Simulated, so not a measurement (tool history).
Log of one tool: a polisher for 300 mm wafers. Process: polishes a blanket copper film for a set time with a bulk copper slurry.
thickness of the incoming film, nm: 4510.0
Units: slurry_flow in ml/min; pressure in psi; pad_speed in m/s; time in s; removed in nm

run 1 hour=0.0 | slurry_flow=185 pressure=3.4 pad_speed=0.96 slurry_solids=1.0 time=48 | removed=581.91
run 2 hour=8.1 | slurry_flow=185 pressure=3.2 pad_speed=0.96 slurry_solids=1.0 time=48 | removed=554.78
run 3 hour=13.6 | slurry_flow=185 pressure=3.2 pad_speed=0.96 slurry_solids=1.0 time=48 | removed=554.14
run 4 hour=20.2 | slurry_flow=215 pressure=3.2 pad_speed=0.96 slurry_solids=1.0 time=48 | removed=577.35
run 5 hour=24.3 | slurry_flow=210 pressure=3.0 pad_speed=0.96 slurry_solids=1.0 time=48 | removed=538.91
run 6 hour=31.5 | slurry_flow=205 pressure=2.8 pad_speed=0.96 slurry_solids=1.0 time=48 | removed=516.10
run 7 hour=37.4 | slurry_flow=200 pressure=2.6 pad_speed=0.96 slurry_solids=1.0 time=48 | removed=490.06
run 8 hour=41.7 | slurry_flow=195 pressure=2.4 pad_speed=0.96 slurry_solids=1.0 time=48 | removed=467.19
run 9 hour=47.1 | slurry_flow=195 pressure=2.3 pad_speed=0.96 slurry_solids=1.0 time=48 | removed=455.66
run 10 hour=47.7 | slurry_flow=195 pressure=2.2 pad_speed=0.96 slurry_solids=1.0 time=48 | removed=440.61
run 11 hour=52.5 | slurry_flow=190 pressure=2.1 pad_speed=0.96 slurry_solids=1.0 time=48 | removed=429.71
run 12 hour=56.4 | slurry_flow=185 pressure=2.0 pad_speed=0.96 slurry_solids=1.0 time=48 | removed=413.95
run 13 hour=60.3 | slurry_flow=180 pressure=2.0 pad_speed=0.96 slurry_solids=1.0 time=48 | removed=409.69
run 14 hour=61.1 | slurry_flow=175 pressure=2.0 pad_speed=0.96 slurry_solids=1.0 time=48 | removed=408.01
run 15 hour=66.3 | slurry_flow=170 pressure=2.0 pad_speed=0.96 slurry_solids=1.0 time=48 | removed=407.70

Run 16 comes next. What will it give?
run 16 hour=68.8 | slurry_flow=165 pressure=2.0 pad_speed=0.96 slurry_solids=1.0 time=48 | removed=?

removed: 413.40 nm
